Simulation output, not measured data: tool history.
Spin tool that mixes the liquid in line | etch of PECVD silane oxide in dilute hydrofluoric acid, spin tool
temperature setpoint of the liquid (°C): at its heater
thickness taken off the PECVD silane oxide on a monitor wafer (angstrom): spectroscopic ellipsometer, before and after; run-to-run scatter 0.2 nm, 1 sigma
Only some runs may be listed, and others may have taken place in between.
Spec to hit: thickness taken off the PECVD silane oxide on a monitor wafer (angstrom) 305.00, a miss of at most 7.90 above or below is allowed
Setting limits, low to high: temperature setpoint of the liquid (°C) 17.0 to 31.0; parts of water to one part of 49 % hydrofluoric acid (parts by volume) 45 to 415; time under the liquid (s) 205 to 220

| run | hour | temperature setpoint of the liquid (°C) | parts of water to one part of 49 % hydrofluoric acid (parts by volume) | time under the liquid (s) | thickness taken off the PECVD silane oxide on a monitor wafer (angstrom) |
|---|---|---|---|---|---|
| 1 | 0.0 | 23.0 | 230 | 205 | 346.42 |
| 2 | 0.8 | 25.0 | 230 | 205 | 366.80 |
| 3 | 5.4 | 23.5 | 230 | 205 | 354.45 |
| 4 | 6.1 | 23.5 | 230 | 205 | 351.57 |
| 5 | 8.5 | 23.5 | 230 | 205 | 350.60 |
| 6 | 16.3 | 22.5 | 230 | 205 | 335.18 |
| 7 | 18.4 | 22.0 | 230 | 205 | 331.63 |
| 8 | 26.9 | 21.5 | 230 | 205 | 322.62 |
| 9 | 34.0 | 21.0 | 230 | 205 | 318.49 |
| 10 | 39.8 | 20.5 | 230 | 205 | 315.15 |

Which one of the following 4 next-run settings gets every result inside its allowed miss? There is exactly one.
| A | 45.6 | 17.0 | 200 | 210 | ? |
| B | 45.6 | 18.5 | 225 | 220 | ? |
| C | 45.6 | 21.5 | 245 | 210 | ? |
| D | 45.6 | 23.0 | 260 | 220 | ? |

| move | thickness taken off the PECVD silane oxide on a monitor wafer (angstrom) |
|---|---|
| A | 332.40 |
| B | 320.86 |
| C | 309.18 |
| D | 317.69 |
A: further off than the last run
B: further off than the last run
C: all results in spec
D: further off than the last run
So the answer is move C, the one that meets all the targets.

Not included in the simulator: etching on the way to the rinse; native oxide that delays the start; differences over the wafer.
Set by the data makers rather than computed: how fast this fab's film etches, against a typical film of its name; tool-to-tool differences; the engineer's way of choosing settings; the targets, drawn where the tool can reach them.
